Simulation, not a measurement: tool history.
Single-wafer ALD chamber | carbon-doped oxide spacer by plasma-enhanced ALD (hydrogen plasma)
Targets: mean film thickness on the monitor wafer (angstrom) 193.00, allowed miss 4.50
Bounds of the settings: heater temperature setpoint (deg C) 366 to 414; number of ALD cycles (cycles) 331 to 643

run,hour,heater temperature setpoint (deg C),number of ALD cycles (cycles),mean film thickness on the monitor wafer (angstrom)
1,0.0,390,487,261.78
2,8.5,390,431,229.76
3,15.4,390,419,224.01
4,22.4,390,409,217.63
5,30.2,386,409,216.65
6,37.1,397,409,219.99
7,43.2,397,400,214.89
8,48.7,397,393,211.20
9,52.5,397,387,206.20
10,57.9,397,383,205.15
11,62.2,397,379,201.90
12,68.8,397,376,201.70
13,74.2,397,373,198.63
14,79.4,397,371,197.83
15,84.3,397,370,197.50
16,86.4,397,369,197.80

5 next moves are on the table. One of them brings every result within its allowed miss. Which?
A,88.5,392,382,?
B,88.5,395,389,?
C,88.5,403,344,?
D,88.5,389,358,?
E,88.5,396,384,?

move,mean film thickness on the monitor wafer (angstrom)
A,206.77
B,210.56
C,185.40
D,193.78
E,207.86
A: further off than the last run
B: further off than the last run
C: takes the result that was furthest off past its target
D: meets every target
E: further off than the last run
Answer: D

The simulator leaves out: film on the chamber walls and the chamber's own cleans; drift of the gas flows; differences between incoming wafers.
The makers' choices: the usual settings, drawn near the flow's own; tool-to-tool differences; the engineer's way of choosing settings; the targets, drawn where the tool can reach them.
